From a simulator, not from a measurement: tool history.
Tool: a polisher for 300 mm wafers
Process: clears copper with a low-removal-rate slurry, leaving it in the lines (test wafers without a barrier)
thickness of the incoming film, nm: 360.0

run	hour	flow of slurry (ml/min)	pressure of the wafer on the pad (psi)	speed of the pad under the wafer (m/s)	abrasive content of the slurry	overpolish time after the end point (s)	time until the end point was called (s)	dishing of a wide line in a test structure (Å)
1	0.0	290	2.2	1.30	1.0	12	125.810	239.21
2	3.9	290	2.7	1.30	1.0	12	102.620	264.02
3	11.9	350	2.7	1.30	1.0	12	99.785	283.85
4	15.3	350	2.7	1.58	1.0	12	82.512	304.71
5	21.2	350	2.5	1.58	1.0	11	91.026	271.67
6	24.7	350	2.5	1.58	1.0	7	89.168	202.36

Forecast run 7:
7	29.3	350	1.9	1.52	1.0	10	?	?

{"run 7": {"time until the end point was called (s)": 124.29, "dishing of a wide line in a test structure (Å)": 204.31}}
